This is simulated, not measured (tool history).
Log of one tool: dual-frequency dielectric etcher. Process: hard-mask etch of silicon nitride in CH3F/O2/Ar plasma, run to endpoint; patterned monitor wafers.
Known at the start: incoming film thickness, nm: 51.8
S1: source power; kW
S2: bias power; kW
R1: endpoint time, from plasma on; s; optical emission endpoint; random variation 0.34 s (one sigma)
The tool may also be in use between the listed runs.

run,day,S1,S2,R1
1,0,0.53,0.056,67.67
2,0.117,0.48,0.056,70.244
3,0.417,0.47,0.056,70.359
4,0.654,0.46,0.056,71.378
5,1.021,0.46,0.046,76.68
6,1.046,0.47,0.046,75.357

Forecast run 7:
7,1.275,0.48,0.046,?

{"run 7": {"R1": 75.283}}
